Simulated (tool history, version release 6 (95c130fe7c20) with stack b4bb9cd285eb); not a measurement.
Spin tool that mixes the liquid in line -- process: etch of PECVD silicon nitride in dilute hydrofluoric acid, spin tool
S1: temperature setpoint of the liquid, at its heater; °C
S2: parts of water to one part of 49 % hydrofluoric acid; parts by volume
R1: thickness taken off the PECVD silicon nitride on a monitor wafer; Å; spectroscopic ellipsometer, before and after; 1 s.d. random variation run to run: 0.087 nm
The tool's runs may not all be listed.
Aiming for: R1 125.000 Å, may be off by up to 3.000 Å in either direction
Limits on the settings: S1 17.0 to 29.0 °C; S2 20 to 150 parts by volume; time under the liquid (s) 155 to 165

{"run": 1, "hour": 0.0, "S1": 21.0, "S2": 85, "time under the liquid (s)": 155, "R1": 72.498}
{"run": 2, "hour": 4.3, "S1": 24.0, "S2": 85, "time under the liquid (s)": 155, "R1": 87.645}
{"run": 3, "hour": 11.9, "S1": 24.5, "S2": 85, "time under the liquid (s)": 155, "R1": 91.752}
{"run": 4, "hour": 15.2, "S1": 25.0, "S2": 85, "time under the liquid (s)": 155, "R1": 95.756}
{"run": 5, "hour": 24.2, "S1": 25.5, "S2": 85, "time under the liquid (s)": 155, "R1": 98.157}
{"run": 6, "hour": 27.5, "S1": 26.0, "S2": 85, "time under the liquid (s)": 155, "R1": 102.24}
{"hour": 34.5, "done": "hydrofluoric acid flow meter replaced"}
{"run": 7, "hour": 34.5, "S1": 26.5, "S2": 85, "time under the liquid (s)": 155, "R1": 113.39}
{"run": 8, "hour": 37.8, "S1": 26.5, "S2": 85, "time under the liquid (s)": 155, "R1": 113.47}
{"run": 9, "hour": 40.7, "S1": 27.0, "S2": 85, "time under the liquid (s)": 155, "R1": 117.06}

Exercise: of the 4 proposed moves below, exactly one satisfies all targets within the stated allowed misses. Which move is it?
{"run": "A", "hour": 43.6, "S1": 27.0, "S2": 85, "time under the liquid (s)": 165, "R1": "?"}
{"run": "B", "hour": 43.6, "S1": 27.0, "S2": 80, "time under the liquid (s)": 165, "R1": "?"}
{"run": "C", "hour": 43.6, "S1": 27.0, "S2": 75, "time under the liquid (s)": 155, "R1": "?"}
{"run": "D", "hour": 43.6, "S1": 26.0, "S2": 85, "time under the liquid (s)": 165, "R1": "?"}

move=A R1=125.610
move=B R1=133.410
move=C R1=133.610
move=D R1=117.700
A: every result lands within tolerance
B: moves the result that the last run missed by most past its target, out the other side
C: moves the result that the last run missed by most past its target, out the other side
D: gains on the last run, yet a result remains outside its allowed miss
A meets every target.
